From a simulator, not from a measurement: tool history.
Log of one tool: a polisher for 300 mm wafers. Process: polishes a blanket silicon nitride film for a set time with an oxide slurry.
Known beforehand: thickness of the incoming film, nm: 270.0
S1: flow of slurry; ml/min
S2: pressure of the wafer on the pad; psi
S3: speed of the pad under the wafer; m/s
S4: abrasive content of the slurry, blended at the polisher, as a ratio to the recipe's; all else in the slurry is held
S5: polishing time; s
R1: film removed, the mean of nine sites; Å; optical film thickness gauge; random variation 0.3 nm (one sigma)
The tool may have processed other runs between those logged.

run	hour	S1	S2	S3	S4	S5	R1
1	0	145	3.7	1.36	1	51	418.13
2	6.7	145	3.1	1.36	1	51	352.76
3	10	145	3.1	1.62	1	51	419.87
4	16.6	145	3.1	1.62	1.15	51	430.86
5	21.9	145	3.1	1.9	1.15	51	493.21
6	27.4	130	3.1	1.9	1.15	51	488.23
7	34.4	130	2.8	1.74	1.1	50	410.29
8	38.6	130	2.6	1.6	1.1	49	355.09
9	44.7	130	2.4	1.5	1.1	49	310.34
10	52.7	130	2.2	1.44	1.1	49	286.1
11	56.9	130	2.1	1.4	1.1	49	264.8

Run 12, settings as shown, results not yet in. Your forecast:
12	58.4	130	2	1.38	1.1	49	?

{"run 12": {"R1": 247.95}}

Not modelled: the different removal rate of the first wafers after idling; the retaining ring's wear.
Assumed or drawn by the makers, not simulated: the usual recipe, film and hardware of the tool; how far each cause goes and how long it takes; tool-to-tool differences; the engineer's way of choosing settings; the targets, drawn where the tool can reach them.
